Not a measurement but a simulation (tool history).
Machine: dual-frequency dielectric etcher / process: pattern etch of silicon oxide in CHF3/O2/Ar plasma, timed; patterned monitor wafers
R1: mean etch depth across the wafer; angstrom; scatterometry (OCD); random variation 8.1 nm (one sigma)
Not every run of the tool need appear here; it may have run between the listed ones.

run 1 hour=0.0 | source_power_(kW)=0.770 bias_power_(kW)=0.130 etch_time_(s)=756.5 | R1=14440
run 2 hour=8.8 | source_power_(kW)=0.770 bias_power_(kW)=0.130 etch_time_(s)=789.5 | R1=15036
run 3 hour=12.5 | source_power_(kW)=0.910 bias_power_(kW)=0.130 etch_time_(s)=789.5 | R1=16003
run 4 hour=18.8 | source_power_(kW)=0.910 bias_power_(kW)=0.118 etch_time_(s)=789.5 | R1=15708
run 5 hour=28.0 | source_power_(kW)=0.860 bias_power_(kW)=0.112 etch_time_(s)=785.0 | R1=14919
run 6 hour=31.6 | source_power_(kW)=0.860 bias_power_(kW)=0.095 etch_time_(s)=785.0 | R1=14327
run 7 hour=39.9 | source_power_(kW)=0.820 bias_power_(kW)=0.093 etch_time_(s)=784.0 | R1=13738

Forecast run 8:
run 8 hour=47.8 | source_power_(kW)=0.790 bias_power_(kW)=0.092 etch_time_(s)=783.5 | R1=?

Run 8 gave R1 13596 angstrom.

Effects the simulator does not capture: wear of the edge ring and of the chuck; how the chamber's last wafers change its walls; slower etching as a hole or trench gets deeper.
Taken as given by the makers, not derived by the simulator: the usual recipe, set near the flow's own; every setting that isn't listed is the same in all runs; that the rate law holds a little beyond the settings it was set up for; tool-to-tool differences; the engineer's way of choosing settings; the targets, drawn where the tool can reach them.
